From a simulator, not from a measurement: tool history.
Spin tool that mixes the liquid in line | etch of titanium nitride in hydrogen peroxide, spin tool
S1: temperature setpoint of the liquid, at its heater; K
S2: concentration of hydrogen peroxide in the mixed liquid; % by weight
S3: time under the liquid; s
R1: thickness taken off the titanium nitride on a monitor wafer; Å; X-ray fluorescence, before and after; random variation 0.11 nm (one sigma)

run,hour,S1,S2,S3,R1
1,0,331.15,16.5,110,105.5
2,3.3,331.65,16.5,110,110.56
3,7,335.15,16.5,110,139.32
4,14.1,339.15,16.5,110,180.71
5,15.1,338.15,16.5,110,169.85
6,23.4,337.65,16.5,110,164.33
7,24,337.15,16.5,110,159.54
8,28.8,336.65,16.5,110,153.49
9,31.5,336.15,16.5,110,152.07

Forecast run 10:
10,39.9,333.15,16.5,110,?

R1: 121.33 Å
